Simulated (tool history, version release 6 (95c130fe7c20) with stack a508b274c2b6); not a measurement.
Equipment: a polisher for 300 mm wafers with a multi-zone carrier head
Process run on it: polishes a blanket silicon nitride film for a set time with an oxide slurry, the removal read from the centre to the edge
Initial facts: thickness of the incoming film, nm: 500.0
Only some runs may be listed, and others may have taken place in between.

run    day  flow of slurry (ml/min)  pressure of the head's centre zone  pressure of the head's middle zone  pressure of the head's edge zone  abrasive content of the slurry  polishing time (s)  film removed at the wafer's centre (angstrom)  film removed at mid-radius (angstrom)  film removed at the wafer's edge (angstrom)
  1  0.000                      160                                1.00                                1.00                              1.00                            1.00                  41                                        128.650                                132.120                                       131.52
  2  0.238                      160                                0.92                                1.00                              1.00                            1.00                  41                                        118.620                                132.570                                       133.12
  3  0.554                      160                                0.92                                1.00                              1.00                            1.00                  35                                        101.690                                112.700                                       110.71
  4  0.892                      160                                0.92                                1.00                              1.00                            1.05                  35                                        103.370                                114.080                                       110.76
  5  1.183                      160                                0.92                                1.00                              0.94                            1.05                  35                                        104.230                                112.720                                       110.60
  6  1.512                      160                                0.92                                1.00                              0.88                            1.05                  35                                        100.770                                114.510                                       110.42
  7  1.817                      160                                0.92                                1.00                              0.88                            1.05                  35                                        104.730                                115.120                                       109.35
  8  1.983                      145                                0.90                                0.97                              0.91                            1.10                  35                                        100.740                                110.420                                       111.66
  9  2.096                      135                                0.89                                0.95                              0.92                            1.15                  35                                         98.853                                108.960                                       111.74
 10  2.283                      100                                0.89                                0.85                              1.02                            1.25                  35                                         93.081                                 93.336                                       111.84
 11  2.504                      105                                0.88                                0.85                              1.03                            1.25                  35                                         94.590                                 95.418                                       114.76

Run 12, settings as shown, results not yet in. Your forecast:
 12  2.600                      105                                0.87                                0.85                              1.03                            1.25                  35                                              ?                                      ?                                            ?

Run 12 yielded film removed at the wafer's centre (angstrom) 92.564, film removed at mid-radius (angstrom) 94.766, film removed at the wafer's edge (angstrom) 115.18.

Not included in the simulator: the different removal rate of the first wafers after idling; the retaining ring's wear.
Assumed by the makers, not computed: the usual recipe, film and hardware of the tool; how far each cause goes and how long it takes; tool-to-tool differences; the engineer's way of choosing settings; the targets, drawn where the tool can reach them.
